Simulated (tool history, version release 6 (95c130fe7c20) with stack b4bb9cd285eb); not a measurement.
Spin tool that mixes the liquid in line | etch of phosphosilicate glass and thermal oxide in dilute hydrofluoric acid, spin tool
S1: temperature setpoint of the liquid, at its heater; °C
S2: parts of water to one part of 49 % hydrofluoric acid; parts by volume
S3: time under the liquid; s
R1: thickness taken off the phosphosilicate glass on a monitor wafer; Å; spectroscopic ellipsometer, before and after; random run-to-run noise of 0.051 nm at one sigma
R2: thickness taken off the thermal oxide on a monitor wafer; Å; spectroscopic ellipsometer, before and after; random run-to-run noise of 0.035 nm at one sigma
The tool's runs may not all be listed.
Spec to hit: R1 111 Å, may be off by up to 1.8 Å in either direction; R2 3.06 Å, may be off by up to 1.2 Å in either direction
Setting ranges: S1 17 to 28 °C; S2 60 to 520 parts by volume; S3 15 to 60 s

| run | day | S1 | S2 | S3 | R1 | R2 |
|---|---|---|---|---|---|---|
| 1 | 0 | 20 | 290 | 30 | 146.92 | 3.8083 |
| 2 | 0.029 | 18 | 290 | 30 | 135.13 | 4.1511 |
| 3 | 0.246 | 18 | 290 | 40 | 181.74 | 4.9964 |
| 4 | 0.604 | 20 | 290 | 40 | 195.81 | 5.7785 |
| 5 | 0.875 | 18 | 290 | 40 | 181.3 | 4.7971 |
|  | 0.896 | hydrofluoric acid flow meter replaced |
| 6 | 0.896 | 18 | 195 | 40 | 272.75 | 8.3909 |
| 7 | 1.096 | 18 | 220 | 40 | 234.43 | 5.9947 |
| 8 | 1.429 | 18 | 245 | 40 | 206.56 | 5.4696 |
| 9 | 1.529 | 18 | 265 | 40 | 187.2 | 5.4024 |
| 10 | 1.838 | 17 | 380 | 40 | 114.43 | 3.061 |

Which of these 4 next moves meets every target?
| A | 2.146 | 17 | 350 | 35 | ? | ? |
| B | 2.146 | 17 | 400 | 40 | ? | ? |
| C | 2.146 | 18.5 | 380 | 35 | ? | ? |
| D | 2.146 | 19 | 420 | 40 | ? | ? |

| move | R1 | R2 |
|---|---|---|
| A | 111.26 | 2.8597 |
| B | 106.95 | 2.749 |
| C | 105.63 | 2.715 |
| D | 107.64 | 2.7667 |
A: hits every target within its allowed miss
B: pushes the last run's worst result past its target
C: pushes the last run's worst result past its target
D: pushes the last run's worst result past its target
Correct choice: A, which meets every target

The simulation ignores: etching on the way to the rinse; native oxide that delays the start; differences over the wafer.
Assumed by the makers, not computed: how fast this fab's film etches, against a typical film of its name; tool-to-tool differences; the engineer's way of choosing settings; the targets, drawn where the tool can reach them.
